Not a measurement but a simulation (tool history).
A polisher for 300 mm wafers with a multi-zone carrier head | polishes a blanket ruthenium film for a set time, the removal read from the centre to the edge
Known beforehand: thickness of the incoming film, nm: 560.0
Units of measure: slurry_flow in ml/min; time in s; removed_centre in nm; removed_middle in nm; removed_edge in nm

| run | day | slurry_flow | centre_zone | middle_zone | edge_zone | time | removed_centre | removed_middle | removed_edge |
|---|---|---|---|---|---|---|---|---|---|
| 1 | 0 | 170 | 1 | 1 | 1 | 78 | 69.942 | 69.277 | 68.304 |
| 2 | 0.242 | 170 | 1 | 0.94 | 1 | 78 | 69.694 | 66.892 | 67.465 |
| 3 | 0.371 | 160 | 0.98 | 0.92 | 0.97 | 77 | 66.999 | 65.141 | 65.108 |
| 4 | 0.454 | 160 | 1.03 | 0.92 | 0.97 | 77 | 69.143 | 61.981 | 65.63 |
| 5 | 0.521 | 150 | 1.01 | 0.91 | 0.95 | 76 | 68.089 | 60.169 | 63.485 |
| 6 | 0.746 | 150 | 1.01 | 0.91 | 0.95 | 94 | 82.816 | 75.569 | 77.776 |
| 7 | 0.871 | 145 | 0.98 | 0.9 | 0.93 | 90 | 76.159 | 71.059 | 73.072 |
| 8 | 1.125 | 140 | 0.96 | 0.9 | 0.91 | 87 | 73.554 | 69.662 | 70.652 |

Estimate the outcome of run 9 from the log above:
| 9 | 1.375 | 135 | 0.94 | 0.89 | 0.9 | 84 | ? | ? | ? |

removed_centre: 67.612 nm
removed_middle: 65.929 nm
removed_edge: 67.376 nm
